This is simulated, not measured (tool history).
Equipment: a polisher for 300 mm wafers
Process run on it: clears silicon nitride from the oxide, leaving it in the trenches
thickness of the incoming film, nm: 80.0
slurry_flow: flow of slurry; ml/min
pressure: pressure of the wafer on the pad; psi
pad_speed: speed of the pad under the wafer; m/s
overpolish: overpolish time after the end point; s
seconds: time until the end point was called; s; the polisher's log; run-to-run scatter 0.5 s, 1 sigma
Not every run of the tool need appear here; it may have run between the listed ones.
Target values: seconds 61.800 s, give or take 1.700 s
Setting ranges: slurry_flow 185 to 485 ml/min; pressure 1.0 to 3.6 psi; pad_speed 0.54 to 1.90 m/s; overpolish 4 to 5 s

| run | hour | slurry_flow | pressure | pad_speed | overpolish | seconds |
|---|---|---|---|---|---|---|
| 1 | 0.0 | 310 | 2.3 | 1.22 | 5 | 96.387 |
| 2 | 8.4 | 310 | 2.3 | 1.04 | 5 | 113.290 |
| 3 | 12.3 | 310 | 2.6 | 1.04 | 5 | 100.570 |
| 4 | 17.9 | 310 | 3.0 | 1.04 | 5 | 86.876 |
| 5 | 22.5 | 350 | 3.0 | 1.04 | 5 | 86.609 |
| 6 | 26.0 | 350 | 3.4 | 1.04 | 5 | 77.731 |
| 7 | 26.8 | 350 | 3.4 | 1.08 | 5 | 74.806 |
| 8 | 31.2 | 350 | 3.4 | 1.12 | 5 | 71.685 |
|  | 39.7 | worn pad replaced by a new one |
| 9 | 39.7 | 350 | 3.4 | 1.14 | 5 | 65.982 |
| 10 | 44.5 | 350 | 3.5 | 1.14 | 5 | 63.922 |

Which one of the following 5 next-run settings gets every result inside its allowed miss? There is exactly one.
| A | 49.3 | 430 | 3.4 | 1.10 | 5 | ? |
| B | 49.3 | 350 | 3.6 | 1.04 | 5 | ? |
| C | 49.3 | 340 | 3.3 | 1.24 | 5 | ? |
| D | 49.3 | 290 | 3.1 | 1.24 | 5 | ? |
| E | 49.3 | 260 | 2.9 | 1.36 | 5 | ? |

| move | seconds |
|---|---|
| A | 67.047 |
| B | 68.016 |
| C | 62.524 |
| D | 67.376 |
| E | 66.431 |
A: the biggest miss grows against the last run
B: the biggest miss grows against the last run
C: every result lands within tolerance
D: the biggest miss grows against the last run
E: the biggest miss grows against the last run
Correct choice: C, which meets every target

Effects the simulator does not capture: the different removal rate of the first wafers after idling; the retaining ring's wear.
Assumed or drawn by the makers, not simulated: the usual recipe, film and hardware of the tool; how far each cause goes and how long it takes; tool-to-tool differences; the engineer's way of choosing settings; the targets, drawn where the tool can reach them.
